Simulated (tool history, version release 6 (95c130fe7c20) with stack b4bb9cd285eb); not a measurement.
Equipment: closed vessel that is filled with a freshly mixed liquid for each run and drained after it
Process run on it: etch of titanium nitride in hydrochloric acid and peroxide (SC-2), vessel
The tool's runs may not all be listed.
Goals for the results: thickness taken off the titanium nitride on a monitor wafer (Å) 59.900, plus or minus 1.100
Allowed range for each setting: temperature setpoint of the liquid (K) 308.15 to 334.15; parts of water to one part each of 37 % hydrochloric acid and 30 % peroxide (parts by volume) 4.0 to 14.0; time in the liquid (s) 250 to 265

run	day	temperature setpoint of the liquid (K)	parts of water to one part each of 37 % hydrochloric acid and 30 % peroxide (parts by volume)	time in the liquid (s)	thickness taken off the titanium nitride on a monitor wafer (Å)
1	0.000	318.15	7.5	250	93.859
2	0.096	321.15	7.5	250	116.030
3	0.208	319.15	7.5	250	101.500
4	0.233	317.65	7.5	250	90.611
5	0.500	320.15	7.5	250	106.920
6	0.721	316.15	7.5	250	81.579
7	0.933	310.65	7.5	250	55.523
8	1.175	311.15	7.5	250	57.628

Exercise: of the 4 proposed moves below, exactly one satisfies all targets within the stated allowed misses. Which move is it?
A	1.417	312.65	9.5	265	?
B	1.417	310.15	7.0	265	?
C	1.417	312.15	8.5	250	?
D	1.417	309.65	7.0	255	?

move	thickness taken off the titanium nitride on a monitor wafer (Å)
A	56.085
B	59.888
C	55.918
D	55.576
A: moves away from the targets compared with the last run
B: every result lands within tolerance
C: moves away from the targets compared with the last run
D: moves away from the targets compared with the last run
The move that meets every target is B.

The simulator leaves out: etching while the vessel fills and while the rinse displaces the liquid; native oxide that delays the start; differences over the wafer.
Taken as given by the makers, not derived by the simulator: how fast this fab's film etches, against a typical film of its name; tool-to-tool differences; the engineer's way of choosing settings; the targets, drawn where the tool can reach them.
